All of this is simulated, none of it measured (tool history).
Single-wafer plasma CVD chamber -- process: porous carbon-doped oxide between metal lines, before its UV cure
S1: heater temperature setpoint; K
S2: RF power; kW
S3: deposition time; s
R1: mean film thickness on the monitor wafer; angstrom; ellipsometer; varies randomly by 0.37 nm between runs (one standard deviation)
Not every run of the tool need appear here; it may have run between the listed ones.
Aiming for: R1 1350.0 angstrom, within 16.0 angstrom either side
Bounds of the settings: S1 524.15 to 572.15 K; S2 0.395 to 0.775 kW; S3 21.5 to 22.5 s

run,hour,S1,S2,S3,R1
1,0.0,548.15,0.585,22.5,1786.9
2,2.0,537.15,0.585,22.5,1952.5
3,4.9,530.15,0.585,22.5,2054.8
4,7.0,524.15,0.585,22.5,2154.0
5,11.5,524.15,0.585,22.5,2164.3
6,17.3,524.15,0.630,22.5,2263.9
7,22.6,531.15,0.610,22.5,2089.7
8,27.9,537.15,0.590,22.5,1959.1
9,28.8,542.15,0.575,22.5,1845.2
10,32.3,546.15,0.565,22.5,1782.0
11,36.1,550.15,0.555,22.5,1704.4
12,38.3,553.15,0.545,22.5,1657.0
13,39.6,556.15,0.535,22.5,1589.4
14,47.1,558.15,0.530,22.5,1575.2
15,55.8,560.15,0.520,22.5,1525.4
16,57.0,562.15,0.515,22.5,1490.4
17,61.3,563.15,0.510,22.5,1472.2
18,62.9,572.15,0.475,22.5,1325.2

Which of these 5 next moves meets every target?
A,64.5,565.15,0.475,22.5,?
B,64.5,570.15,0.475,21.6,?
C,64.5,571.15,0.510,22.4,?
D,64.5,572.15,0.460,22.5,?
E,64.5,572.15,0.510,21.8,?

move,R1
A,1390.7
B,1293.4
C,1393.3
D,1301.1
E,1348.6
A: takes the biggest miss from the last run beyond its target
B: further off than the last run
C: takes the biggest miss from the last run beyond its target
D: further off than the last run
E: all results land within tolerance of their targets
E meets every target.

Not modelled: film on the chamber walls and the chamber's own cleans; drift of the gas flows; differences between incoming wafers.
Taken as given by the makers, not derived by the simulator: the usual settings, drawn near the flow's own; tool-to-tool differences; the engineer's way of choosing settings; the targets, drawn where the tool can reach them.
